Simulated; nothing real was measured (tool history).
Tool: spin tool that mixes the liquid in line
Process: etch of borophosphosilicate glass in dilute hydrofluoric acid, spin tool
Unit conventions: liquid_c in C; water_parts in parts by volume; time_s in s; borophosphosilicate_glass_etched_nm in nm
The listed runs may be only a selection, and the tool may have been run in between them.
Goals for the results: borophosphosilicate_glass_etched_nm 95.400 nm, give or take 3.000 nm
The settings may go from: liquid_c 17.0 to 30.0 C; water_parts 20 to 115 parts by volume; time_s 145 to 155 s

run	hour	liquid_c	water_parts	time_s	borophosphosilicate_glass_etched_nm
1	0.0	22.0	65	145	67.097
2	6.1	23.5	65	145	72.297
3	10.5	23.5	65	145	70.665
4	12.7	25.0	65	145	75.327
5	14.5	25.0	65	145	76.932
6	21.6	25.0	65	145	76.051
7	22.7	26.0	65	145	78.520
8	27.9	27.0	65	145	81.354
9	30.7	27.5	65	145	83.486
10	35.3	28.0	65	145	86.037
11	41.0	28.5	65	145	87.010
12	42.6	30.0	60	145	100.490
13	45.0	29.5	60	145	99.395

Which single option among these 5 for the next run brings every result within its allowed miss of target? Just one does.
A	47.4	29.0	60	155	?
B	47.4	28.5	55	145	?
C	47.4	30.0	60	145	?
D	47.4	29.0	65	155	?
E	47.4	30.0	60	150	?

move	borophosphosilicate_glass_etched_nm
A	103.160
B	103.990
C	100.350
D	94.527
E	103.810
A: its largest miss is bigger than the last run's
B: its largest miss is bigger than the last run's
C: its largest miss is bigger than the last run's
D: in spec on every target
E: its largest miss is bigger than the last run's
Go with D: it meets all targets.
